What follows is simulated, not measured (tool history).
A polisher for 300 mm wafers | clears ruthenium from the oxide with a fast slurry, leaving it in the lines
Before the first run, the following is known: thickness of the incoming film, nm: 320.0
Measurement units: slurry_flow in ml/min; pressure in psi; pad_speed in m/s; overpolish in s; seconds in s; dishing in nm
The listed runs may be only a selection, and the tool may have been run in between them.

run,hour,slurry_flow,pressure,pad_speed,slurry_solids,overpolish,seconds,dishing
1,0.0,120,2.8,1.16,1.00,16,85.840,43.069
2,6.0,100,2.8,1.16,1.00,16,88.073,43.046
3,10.1,100,2.7,1.16,1.00,18,92.396,46.530
4,17.3,70,2.7,1.16,1.00,18,98.294,43.543
5,19.5,70,2.7,1.16,1.00,19,101.600,45.215
6,22.7,70,2.7,1.16,0.85,19,102.550,43.092

Run 7 is up next; what results do you expect?
7,27.5,70,2.7,1.16,0.90,20,?,?

{"run 7": {"seconds": 103.85, "dishing": 45.684}}

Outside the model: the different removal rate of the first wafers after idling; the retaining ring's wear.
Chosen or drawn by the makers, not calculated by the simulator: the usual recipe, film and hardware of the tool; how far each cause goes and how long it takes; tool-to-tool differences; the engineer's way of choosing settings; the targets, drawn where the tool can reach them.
